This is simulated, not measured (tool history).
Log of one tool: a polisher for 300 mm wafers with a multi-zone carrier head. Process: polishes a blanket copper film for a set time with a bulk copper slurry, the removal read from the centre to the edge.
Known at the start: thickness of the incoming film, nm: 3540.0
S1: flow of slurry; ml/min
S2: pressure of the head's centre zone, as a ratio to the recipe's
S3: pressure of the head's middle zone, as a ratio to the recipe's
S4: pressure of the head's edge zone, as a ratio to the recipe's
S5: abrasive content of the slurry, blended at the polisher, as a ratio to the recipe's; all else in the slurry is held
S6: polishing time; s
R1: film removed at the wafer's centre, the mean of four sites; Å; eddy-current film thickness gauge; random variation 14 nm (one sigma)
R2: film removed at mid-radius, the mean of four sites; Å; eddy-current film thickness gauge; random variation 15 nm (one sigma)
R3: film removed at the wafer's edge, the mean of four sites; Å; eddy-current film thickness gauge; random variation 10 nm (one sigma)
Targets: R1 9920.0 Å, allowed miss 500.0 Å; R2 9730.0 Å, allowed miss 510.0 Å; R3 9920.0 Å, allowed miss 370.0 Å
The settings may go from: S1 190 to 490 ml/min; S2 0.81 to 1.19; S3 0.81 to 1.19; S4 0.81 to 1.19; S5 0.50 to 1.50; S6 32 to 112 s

run    day   S1    S2    S3    S4    S5  S6      R1      R2      R3
  1  0.000  315  1.00  1.00  1.00  1.00  72  7517.7  7365.7  7628.6
  2  0.254  315  1.00  1.06  1.00  1.00  72  7446.0  7585.7  7416.7
  3  0.471  315  0.96  1.06  1.00  1.00  72  7196.7  7807.3  7386.5
  4  0.625  315  0.98  1.06  1.02  1.10  75  7680.3  7860.7  7936.7
  5  0.817  320  0.99  1.07  1.02  1.15  79  8408.1  8614.0  8348.9
  6  1.096  255  0.99  1.07  1.02  1.15  79  8247.3  8373.4  8371.1
  7  1.167  255  0.99  1.08  1.03  1.20  82  8257.4  8588.1  8640.8
  8  1.467  270  1.00  1.08  1.04  1.25  84  8966.9  9261.0  9012.8
  9  1.700  270  1.00  1.08  1.04  1.25  84  8706.8  9040.1  8948.7
 10  1.858  270  1.01  1.07  1.05  1.30  86  9400.7  9126.2  9338.3
 11  2.050  270  1.01  1.07  1.06  1.30  87  9444.0  9404.8  9459.9

Which of these 4 next moves meets every target?
  A  2.242  220  0.86  1.00  1.10  1.40  95   ?   ?   ?
  B  2.242  250  0.94  0.93  1.12  1.20  89   ?   ?   ?
  C  2.242  255  1.00  1.03  1.03  1.15  94   ?   ?   ?
  D  2.242  190  0.89  0.83  1.19  1.20  99   ?   ?   ?

move      R1      R2       R3
   A  8614.0  9748.9  10659.0
   B  8698.2  8642.7   9924.1
   C  9716.8  9655.0  10056.0
   D  8915.4  8785.2  11135.0
A: takes the result that was furthest off past its target
B: brings the result that was furthest off to its target, and leaves another outside
C: meets every target
D: takes the result that was furthest off past its target
The right move is C.
